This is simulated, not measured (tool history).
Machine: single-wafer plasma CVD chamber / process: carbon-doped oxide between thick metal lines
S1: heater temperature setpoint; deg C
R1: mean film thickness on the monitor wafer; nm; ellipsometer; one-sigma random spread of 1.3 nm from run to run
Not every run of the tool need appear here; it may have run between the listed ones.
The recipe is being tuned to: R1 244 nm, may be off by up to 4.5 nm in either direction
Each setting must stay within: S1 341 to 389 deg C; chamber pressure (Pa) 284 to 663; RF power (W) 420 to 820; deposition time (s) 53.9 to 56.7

{"run": 1, "hour": 0.0, "S1": 365, "chamber pressure (Pa)": 473, "RF power (W)": 620, "deposition time (s)": 56.7, "R1": 273.05}
{"run": 2, "hour": 6.3, "S1": 360, "chamber pressure (Pa)": 473, "RF power (W)": 620, "deposition time (s)": 56.7, "R1": 276.8}
{"run": 3, "hour": 7.0, "S1": 362, "chamber pressure (Pa)": 452, "RF power (W)": 610, "deposition time (s)": 56.6, "R1": 269.11}
{"run": 4, "hour": 12.8, "S1": 362, "chamber pressure (Pa)": 452, "RF power (W)": 645, "deposition time (s)": 56.6, "R1": 283.5}
{"run": 5, "hour": 14.5, "S1": 362, "chamber pressure (Pa)": 452, "RF power (W)": 645, "deposition time (s)": 53.9, "R1": 271.73}
{"run": 6, "hour": 20.2, "S1": 364, "chamber pressure (Pa)": 435, "RF power (W)": 635, "deposition time (s)": 53.9, "R1": 263.77}
{"run": 7, "hour": 24.6, "S1": 366, "chamber pressure (Pa)": 423, "RF power (W)": 635, "deposition time (s)": 53.9, "R1": 263.19}
{"run": 8, "hour": 28.4, "S1": 367, "chamber pressure (Pa)": 408, "RF power (W)": 630, "deposition time (s)": 53.9, "R1": 260.27}
{"run": 9, "hour": 29.9, "S1": 368, "chamber pressure (Pa)": 396, "RF power (W)": 625, "deposition time (s)": 53.9, "R1": 255.25}
{"run": 10, "hour": 34.3, "S1": 369, "chamber pressure (Pa)": 388, "RF power (W)": 625, "deposition time (s)": 53.9, "R1": 256.02}
{"run": 11, "hour": 35.7, "S1": 370, "chamber pressure (Pa)": 379, "RF power (W)": 620, "deposition time (s)": 53.9, "R1": 250.88}
{"run": 12, "hour": 44.5, "S1": 371, "chamber pressure (Pa)": 373, "RF power (W)": 620, "deposition time (s)": 53.9, "R1": 253.4}

Consider the 5 candidate settings below. Which is the only one whose results all fall within their allowed miss of target?
{"run": "A", "hour": 53.3, "S1": 366, "chamber pressure (Pa)": 395, "RF power (W)": 535, "deposition time (s)": 56.7, "R1": "?"}
{"run": "B", "hour": 53.3, "S1": 371, "chamber pressure (Pa)": 296, "RF power (W)": 660, "deposition time (s)": 53.9, "R1": "?"}
{"run": "C", "hour": 53.3, "S1": 370, "chamber pressure (Pa)": 357, "RF power (W)": 645, "deposition time (s)": 56.7, "R1": "?"}
{"run": "D", "hour": 53.3, "S1": 363, "chamber pressure (Pa)": 533, "RF power (W)": 590, "deposition time (s)": 56.7, "R1": "?"}
{"run": "E", "hour": 53.3, "S1": 382, "chamber pressure (Pa)": 392, "RF power (W)": 580, "deposition time (s)": 56.7, "R1": "?"}

move=A R1=229.92
move=B R1=256.1
move=C R1=268.92
move=D R1=265.84
move=E R1=241.61
A: moves the result that the last run missed by most past its target, out the other side
B: the biggest miss grows against the last run
C: the biggest miss grows against the last run
D: the biggest miss grows against the last run
E: hits every target within its allowed miss
So the answer is move E, the one that meets all the targets.
